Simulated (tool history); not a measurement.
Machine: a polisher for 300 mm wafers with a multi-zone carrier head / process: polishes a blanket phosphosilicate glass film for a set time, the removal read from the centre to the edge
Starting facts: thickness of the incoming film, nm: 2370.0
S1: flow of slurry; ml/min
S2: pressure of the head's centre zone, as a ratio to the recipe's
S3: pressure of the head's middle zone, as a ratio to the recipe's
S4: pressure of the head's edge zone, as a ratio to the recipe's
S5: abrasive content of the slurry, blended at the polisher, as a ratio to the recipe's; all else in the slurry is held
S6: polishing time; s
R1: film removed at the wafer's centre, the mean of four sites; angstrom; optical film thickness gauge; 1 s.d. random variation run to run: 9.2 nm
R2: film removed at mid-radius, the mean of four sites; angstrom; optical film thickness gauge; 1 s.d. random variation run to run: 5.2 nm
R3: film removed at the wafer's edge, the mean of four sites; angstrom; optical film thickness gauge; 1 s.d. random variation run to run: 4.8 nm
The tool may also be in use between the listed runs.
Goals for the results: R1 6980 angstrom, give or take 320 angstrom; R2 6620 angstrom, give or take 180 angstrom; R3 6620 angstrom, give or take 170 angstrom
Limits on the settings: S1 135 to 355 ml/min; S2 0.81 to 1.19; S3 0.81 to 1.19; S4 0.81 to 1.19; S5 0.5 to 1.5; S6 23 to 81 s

{"run": 1, "hour": 0.0, "S1": 225, "S2": 1, "S3": 1, "S4": 1, "S5": 1, "S6": 52, "R1": 5494.3, "R2": 5082.6, "R3": 5164.5}
{"run": 2, "hour": 5.5, "S1": 225, "S2": 1, "S3": 1, "S4": 1, "S5": 1, "S6": 45, "R1": 4781.7, "R2": 4410.4, "R3": 4412.8}
{"run": 3, "hour": 12.4, "S1": 230, "S2": 1.01, "S3": 1.01, "S4": 1.02, "S5": 1.1, "S6": 46, "R1": 5126.1, "R2": 4605.2, "R3": 4638.7}
{"run": 4, "hour": 19.7, "S1": 230, "S2": 1.01, "S3": 1.01, "S4": 1.02, "S5": 1.1, "S6": 39, "R1": 4286.6, "R2": 3882.9, "R3": 3941.5}
{"run": 5, "hour": 24.8, "S1": 235, "S2": 1, "S3": 1.02, "S4": 1.03, "S5": 1.15, "S6": 42, "R1": 4674.1, "R2": 4387.8, "R3": 4367}
{"run": 6, "hour": 29.2, "S1": 240, "S2": 1, "S3": 1.02, "S4": 1.05, "S5": 1.2, "S6": 44, "R1": 5106.9, "R2": 4615.3, "R3": 4628}
{"hour": 32.2, "done": "centre zone pressure recalibrated"}
{"run": 7, "hour": 32.2, "S1": 240, "S2": 0.99, "S3": 1.02, "S4": 1.06, "S5": 1.25, "S6": 46, "R1": 4732.9, "R2": 4867.4, "R3": 4925.6}
{"run": 8, "hour": 39.2, "S1": 305, "S2": 1.09, "S3": 1.08, "S4": 1.14, "S5": 1.5, "S6": 54, "R1": 6473.5, "R2": 6539.4, "R3": 6553.3}
{"run": 9, "hour": 40.1, "S1": 305, "S2": 1.09, "S3": 1.08, "S4": 1.14, "S5": 1.5, "S6": 54, "R1": 6510.7, "R2": 6462.1, "R3": 6474.3}

5 candidate next runs follow, results not yet known. Just one meets every target within its allowed miss. Identify it.
{"run": "A", "hour": 41.0, "S1": 300, "S2": 1.13, "S3": 1.19, "S4": 1.02, "S5": 1.4, "S6": 54, "R1": "?", "R2": "?", "R3": "?"}
{"run": "B", "hour": 41.0, "S1": 280, "S2": 0.99, "S3": 1.09, "S4": 1.15, "S5": 1.5, "S6": 55, "R1": "?", "R2": "?", "R3": "?"}
{"run": "C", "hour": 41.0, "S1": 270, "S2": 1.19, "S3": 1.03, "S4": 1.09, "S5": 1.45, "S6": 60, "R1": "?", "R2": "?", "R3": "?"}
{"run": "D", "hour": 41.0, "S1": 275, "S2": 1.13, "S3": 1.08, "S4": 1.12, "S5": 1.5, "S6": 56, "R1": "?", "R2": "?", "R3": "?"}
{"run": "E", "hour": 41.0, "S1": 260, "S2": 1.01, "S3": 1.02, "S4": 1.02, "S5": 1.35, "S6": 57, "R1": "?", "R2": "?", "R3": "?"}

move=A R1=6758 R2=6692.6 R3=6008.3
move=B R1=6090.8 R2=6519.4 R3=6597.1
move=C R1=7884 R2=6761.7 R3=6919.5
move=D R1=7069.5 R2=6581.2 R3=6617.3
move=E R1=6192.6 R2=6236.3 R3=6213.9
A: brings the last run's worst result on target, with another outside its allowed miss
B: the biggest miss grows against the last run
C: the result that was furthest off in the last run now lies on the other side of its target
D: all results land within tolerance of their targets
E: the biggest miss grows against the last run
The move that meets every target is D.
